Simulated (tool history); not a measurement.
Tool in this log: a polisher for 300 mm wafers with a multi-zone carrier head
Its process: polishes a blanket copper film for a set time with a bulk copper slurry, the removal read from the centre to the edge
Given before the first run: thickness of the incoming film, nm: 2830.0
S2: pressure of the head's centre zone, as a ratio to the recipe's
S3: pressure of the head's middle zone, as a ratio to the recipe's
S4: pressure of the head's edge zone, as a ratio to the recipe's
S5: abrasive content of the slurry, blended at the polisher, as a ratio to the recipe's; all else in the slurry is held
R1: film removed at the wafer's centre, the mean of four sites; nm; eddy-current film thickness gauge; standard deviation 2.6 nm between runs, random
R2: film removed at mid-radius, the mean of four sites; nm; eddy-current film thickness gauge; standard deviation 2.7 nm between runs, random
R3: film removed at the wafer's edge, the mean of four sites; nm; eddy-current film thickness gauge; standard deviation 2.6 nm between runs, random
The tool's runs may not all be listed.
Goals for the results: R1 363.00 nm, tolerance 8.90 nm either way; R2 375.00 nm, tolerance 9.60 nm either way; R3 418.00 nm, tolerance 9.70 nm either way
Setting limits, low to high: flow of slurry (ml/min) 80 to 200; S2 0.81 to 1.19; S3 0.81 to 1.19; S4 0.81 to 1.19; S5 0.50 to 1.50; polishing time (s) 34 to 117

{"run": 1, "hour": 0.0, "flow of slurry (ml/min)": 130, "S2": 1.0, "S3": 1.0, "S4": 1.0, "S5": 1.0, "polishing time (s)": 75, "R1": 432.76, "R2": 428.14, "R3": 450.82}
{"run": 2, "hour": 2.7, "flow of slurry (ml/min)": 125, "S2": 0.99, "S3": 0.99, "S4": 1.0, "S5": 1.0, "polishing time (s)": 75, "R1": 418.76, "R2": 421.73, "R3": 448.98}
{"run": 3, "hour": 7.2, "flow of slurry (ml/min)": 125, "S2": 0.99, "S3": 0.91, "S4": 1.0, "S5": 1.0, "polishing time (s)": 75, "R1": 420.67, "R2": 405.31, "R3": 447.25}
{"run": 4, "hour": 12.8, "flow of slurry (ml/min)": 125, "S2": 0.99, "S3": 0.91, "S4": 1.0, "S5": 1.0, "polishing time (s)": 58, "R1": 327.59, "R2": 313.76, "R3": 349.0}
{"run": 5, "hour": 18.8, "flow of slurry (ml/min)": 125, "S2": 1.02, "S3": 0.91, "S4": 1.0, "S5": 1.0, "polishing time (s)": 58, "R1": 329.17, "R2": 310.82, "R3": 347.4}
{"run": 6, "hour": 27.3, "flow of slurry (ml/min)": 125, "S2": 1.02, "S3": 0.91, "S4": 1.08, "S5": 1.0, "polishing time (s)": 58, "R1": 332.59, "R2": 310.85, "R3": 359.47}
{"run": 7, "hour": 29.9, "flow of slurry (ml/min)": 135, "S2": 1.01, "S3": 0.92, "S4": 1.09, "S5": 1.0, "polishing time (s)": 58, "R1": 337.71, "R2": 318.39, "R3": 369.98}
{"run": 8, "hour": 31.1, "flow of slurry (ml/min)": 145, "S2": 1.0, "S3": 0.93, "S4": 1.09, "S5": 1.0, "polishing time (s)": 58, "R1": 335.44, "R2": 319.91, "R3": 369.26}

Which of these 5 next moves meets every target?
{"run": "A", "hour": 32.3, "flow of slurry (ml/min)": 120, "S2": 0.9, "S3": 1.12, "S4": 1.16, "S5": 0.9, "polishing time (s)": 61, "R1": "?", "R2": "?", "R3": "?"}
{"run": "B", "hour": 32.3, "flow of slurry (ml/min)": 145, "S2": 0.96, "S3": 0.98, "S4": 1.11, "S5": 1.25, "polishing time (s)": 62, "R1": "?", "R2": "?", "R3": "?"}
{"run": "C", "hour": 32.3, "flow of slurry (ml/min)": 170, "S2": 1.12, "S3": 0.99, "S4": 1.02, "S5": 0.85, "polishing time (s)": 53, "R1": "?", "R2": "?", "R3": "?"}
{"run": "D", "hour": 32.3, "flow of slurry (ml/min)": 145, "S2": 0.98, "S3": 1.09, "S4": 0.98, "S5": 1.0, "polishing time (s)": 60, "R1": "?", "R2": "?", "R3": "?"}
{"run": "E", "hour": 32.3, "flow of slurry (ml/min)": 145, "S2": 0.82, "S3": 0.98, "S4": 1.19, "S5": 0.95, "polishing time (s)": 65, "R1": "?", "R2": "?", "R3": "?"}

move=A R1=300.64 R2=361.21 R3=384.27
move=B R1=362.56 R2=373.10 R3=419.48
move=C R1=341.82 R2=301.97 R3=320.89
move=D R1=341.27 R2=368.15 R3=362.11
move=E R1=305.29 R2=368.53 R3=429.90
A: its largest miss is bigger than the last run's
B: meets every target
C: its largest miss is bigger than the last run's
D: meets the target for the result that was furthest off, but another lies outside its allowed miss
E: meets the target for the result that was furthest off, but another lies outside its allowed miss
B is the move that brings every result within its allowed miss.

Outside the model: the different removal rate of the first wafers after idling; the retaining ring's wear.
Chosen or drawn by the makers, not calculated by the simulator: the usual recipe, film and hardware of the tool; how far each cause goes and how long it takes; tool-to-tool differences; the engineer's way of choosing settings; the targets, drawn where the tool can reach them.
